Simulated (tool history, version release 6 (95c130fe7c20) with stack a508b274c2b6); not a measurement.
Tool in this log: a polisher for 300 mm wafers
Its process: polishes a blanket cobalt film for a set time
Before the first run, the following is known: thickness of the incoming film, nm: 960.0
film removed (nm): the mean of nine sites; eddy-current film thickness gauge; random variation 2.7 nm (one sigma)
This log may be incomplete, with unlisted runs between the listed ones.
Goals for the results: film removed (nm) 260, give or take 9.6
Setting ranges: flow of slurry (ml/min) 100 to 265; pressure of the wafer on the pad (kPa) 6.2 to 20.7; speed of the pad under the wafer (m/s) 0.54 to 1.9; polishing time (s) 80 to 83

run,hour,flow of slurry (ml/min),pressure of the wafer on the pad (kPa),speed of the pad under the wafer (m/s),polishing time (s),film removed (nm)
1,0,170,13.1,1.22,80,381.82
2,9,170,12.4,1.22,80,356.15
3,14.4,170,11,1.22,80,327.74
4,18.3,170,13.8,1.22,80,393.09
5,23.6,170,13.1,1.22,80,378.37
6,25.7,170,13.1,1.22,83,392.31
7,30,170,12.4,1.22,83,372.04
8,33.4,170,11.7,1.22,83,349.74
9,38,170,11,1.22,83,338.38
10,45.9,170,10.3,1.22,83,313.55
11,53,165,9,1.22,83,270.08
12,56.7,155,9,1.22,83,268.39

Next run, 4 choices. One meets every target within its allowed miss, the rest don't. Which?
A,60.4,135,8.3,1.4,83,?
B,60.4,140,9,1.24,80,?
C,60.4,150,9.7,1.26,81,?
D,60.4,150,8.3,1.4,83,?

move,film removed (nm)
A,285.97
B,266.04
C,297
D,290.93
A: the biggest miss grows against the last run
B: every result within its allowed miss
C: the biggest miss grows against the last run
D: the biggest miss grows against the last run
The right move is B.

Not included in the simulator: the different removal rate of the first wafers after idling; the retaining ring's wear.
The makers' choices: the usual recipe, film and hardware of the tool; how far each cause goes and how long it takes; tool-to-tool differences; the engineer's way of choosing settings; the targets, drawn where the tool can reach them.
